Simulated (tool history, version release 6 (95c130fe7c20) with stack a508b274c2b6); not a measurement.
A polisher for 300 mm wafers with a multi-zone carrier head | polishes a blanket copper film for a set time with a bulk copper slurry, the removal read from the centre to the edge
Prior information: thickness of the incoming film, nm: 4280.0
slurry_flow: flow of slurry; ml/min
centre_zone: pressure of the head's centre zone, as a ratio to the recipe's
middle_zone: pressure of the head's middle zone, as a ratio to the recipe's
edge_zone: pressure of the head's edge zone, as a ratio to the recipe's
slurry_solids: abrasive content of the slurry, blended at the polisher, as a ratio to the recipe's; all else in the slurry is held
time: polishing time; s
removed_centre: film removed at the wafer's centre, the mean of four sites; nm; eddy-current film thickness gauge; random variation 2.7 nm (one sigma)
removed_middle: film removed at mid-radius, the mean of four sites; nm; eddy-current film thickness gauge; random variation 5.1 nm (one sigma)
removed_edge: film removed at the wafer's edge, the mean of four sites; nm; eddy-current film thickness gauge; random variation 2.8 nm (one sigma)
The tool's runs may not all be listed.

run,hour,slurry_flow,centre_zone,middle_zone,edge_zone,slurry_solids,time,removed_centre,removed_middle,removed_edge
1,0.0,165,1.00,1.00,1.00,1.00,49,383.12,398.05,391.78
2,1.6,175,1.00,0.99,1.01,1.00,49,382.29,396.00,395.64
3,3.5,185,1.01,0.98,1.02,1.00,49,388.26,392.67,406.07
4,4.8,195,1.02,0.98,1.02,1.00,49,398.63,390.27,402.93
5,7.5,195,1.02,0.98,1.02,0.85,49,387.88,378.72,392.12
6,15.2,195,1.02,1.04,1.02,0.85,49,389.48,397.61,392.95
7,16.8,200,1.03,1.04,1.03,0.85,49,396.73,411.09,389.54
8,24.2,205,1.03,1.03,1.04,0.85,49,396.71,400.23,394.89
9,26.7,210,1.03,1.02,1.05,0.85,49,397.26,400.71,397.75
10,31.8,215,1.04,1.01,1.06,0.85,49,398.23,402.34,403.28
11,40.0,220,1.05,1.00,1.06,0.85,49,406.02,398.95,398.12

The next listed run, before its measurement:
12,45.2,225,1.05,0.99,1.07,0.85,49,?,?,?

{"run 12": {"removed_centre": 402.6, "removed_middle": 400.12, "removed_edge": 401.0}}

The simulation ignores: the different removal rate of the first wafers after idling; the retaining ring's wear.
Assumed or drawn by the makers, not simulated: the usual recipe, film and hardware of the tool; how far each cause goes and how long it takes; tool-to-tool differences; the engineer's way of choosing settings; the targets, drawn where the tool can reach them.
